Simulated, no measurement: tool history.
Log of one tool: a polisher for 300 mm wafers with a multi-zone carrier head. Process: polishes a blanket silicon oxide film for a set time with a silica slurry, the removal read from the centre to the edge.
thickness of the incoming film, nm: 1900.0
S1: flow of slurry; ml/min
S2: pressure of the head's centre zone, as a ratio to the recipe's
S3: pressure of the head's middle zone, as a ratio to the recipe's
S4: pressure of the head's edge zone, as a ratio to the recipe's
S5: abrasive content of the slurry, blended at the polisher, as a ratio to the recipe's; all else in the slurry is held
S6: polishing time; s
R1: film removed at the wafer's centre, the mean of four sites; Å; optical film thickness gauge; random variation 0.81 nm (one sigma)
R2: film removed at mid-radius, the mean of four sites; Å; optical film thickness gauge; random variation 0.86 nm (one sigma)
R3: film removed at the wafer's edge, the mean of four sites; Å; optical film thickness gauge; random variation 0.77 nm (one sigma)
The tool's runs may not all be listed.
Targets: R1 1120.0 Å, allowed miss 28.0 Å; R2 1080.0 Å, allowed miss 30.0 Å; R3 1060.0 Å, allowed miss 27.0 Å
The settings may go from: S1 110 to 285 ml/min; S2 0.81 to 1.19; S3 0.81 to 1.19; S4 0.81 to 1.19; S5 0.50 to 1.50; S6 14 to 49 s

run 1 hour=0.0 | S1=180 S2=1.00 S3=1.00 S4=1.00 S5=1.00 S6=31 | R1=1342.1 R2=1338.6 R3=1305.6
run 2 hour=4.5 | S1=170 S2=0.99 S3=0.97 S4=0.95 S5=0.95 S6=31 | R1=1272.7 R2=1264.2 R3=1237.8
run 3 hour=8.0 | S1=160 S2=0.99 S3=0.95 S4=0.91 S5=0.90 S6=31 | R1=1228.8 R2=1171.6 R3=1171.8
run 4 hour=13.1 | S1=150 S2=0.98 S3=0.95 S4=0.88 S5=0.90 S6=31 | R1=1200.6 R2=1172.9 R3=1132.7
run 5 hour=18.5 | S1=150 S2=0.98 S3=0.95 S4=0.88 S5=0.90 S6=38 | R1=1475.7 R2=1415.7 R3=1398.9
run 6 hour=27.5 | S1=150 S2=0.97 S3=0.95 S4=0.86 S5=0.75 S6=37 | R1=1272.3 R2=1258.7 R3=1186.7
run 7 hour=33.1 | S1=145 S2=0.96 S3=0.93 S4=0.85 S5=0.70 S6=37 | R1=1197.2 R2=1155.2 R3=1149.4
run 8 hour=38.9 | S1=140 S2=0.96 S3=0.93 S4=0.84 S5=0.70 S6=37 | R1=1179.5 R2=1155.1 R3=1127.6
run 9 hour=42.3 | S1=115 S2=0.96 S3=0.90 S4=0.81 S5=0.65 S6=37 | R1=1071.2 R2=1042.3 R3=1036.2

Which of these 5 next moves meets every target?
run A hour=45.7 | S1=120 S2=1.01 S3=0.98 S4=0.81 S5=0.90 S6=29 | R1=? R2=? R3=?
run B hour=45.7 | S1=150 S2=0.96 S3=0.91 S4=0.84 S5=0.55 S6=41 | R1=? R2=? R3=?
run C hour=45.7 | S1=120 S2=0.96 S3=0.86 S4=0.85 S5=0.75 S6=33 | R1=? R2=? R3=?
run D hour=45.7 | S1=110 S2=1.02 S3=0.98 S4=0.81 S5=0.55 S6=41 | R1=? R2=? R3=?
run E hour=45.7 | S1=140 S2=0.97 S3=0.86 S4=0.85 S5=0.65 S6=36 | R1=? R2=? R3=?

move=A R1=1118.3 R2=1088.6 R3=1003.0
move=B R1=1118.7 R2=1079.4 R3=1058.1
move=C R1=1082.3 R2=1006.5 R3=1046.0
move=D R1=1121.5 R2=1083.3 R3=1002.8
move=E R1=1114.2 R2=1021.9 R3=1054.1
A: brings the result that was furthest off to its target, and leaves another outside
B: meets every target
C: further off than the last run
D: brings the result that was furthest off to its target, and leaves another outside
E: brings the result that was furthest off to its target, and leaves another outside
Answer: B

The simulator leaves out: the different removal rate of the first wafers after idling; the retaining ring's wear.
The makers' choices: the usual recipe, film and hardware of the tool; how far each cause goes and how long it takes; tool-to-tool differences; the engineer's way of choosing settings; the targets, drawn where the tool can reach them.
